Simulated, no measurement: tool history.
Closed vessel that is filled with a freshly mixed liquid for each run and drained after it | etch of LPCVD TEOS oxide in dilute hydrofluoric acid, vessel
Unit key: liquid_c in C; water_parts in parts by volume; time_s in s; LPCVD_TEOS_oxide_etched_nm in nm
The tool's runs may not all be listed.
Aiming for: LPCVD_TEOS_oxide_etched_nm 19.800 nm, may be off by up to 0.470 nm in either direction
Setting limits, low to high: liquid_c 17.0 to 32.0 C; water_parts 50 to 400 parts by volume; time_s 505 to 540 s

run  hour  liquid_c  water_parts  time_s  LPCVD_TEOS_oxide_etched_nm
  1   0.0      24.0          225     505                      42.427
  2   4.0      24.0          280     505                      32.172
  3  11.6      24.0          250     505                      37.201
  4  18.2      26.5          250     505                      40.865
  5  26.9      24.0          250     505                      37.520
  6  28.5      24.0          250     505                      37.396
  7  35.6      22.5          265     505                      32.935
  8  42.1      18.5          340     505                      20.731
  9  46.4      18.0          340     505                      20.429

Below are 5 possible settings for the next run. Only one of them brings all results inside the allowed miss of their targets. Which is it?
  A  50.7      17.0          330     525                           ?
  B  50.7      19.0          355     525                           ?
  C  50.7      17.0          340     540                           ?
  D  50.7      17.0          345     540                           ?
  E  50.7      18.0          350     515                           ?

move  LPCVD_TEOS_oxide_etched_nm
   A                      21.126
   B                      20.700
   C                      20.920
   D                      20.534
   E                      19.945
A: the biggest miss grows against the last run
B: the biggest miss grows against the last run
C: the biggest miss grows against the last run
D: the biggest miss grows against the last run
E: every result lands within tolerance
Answer: E
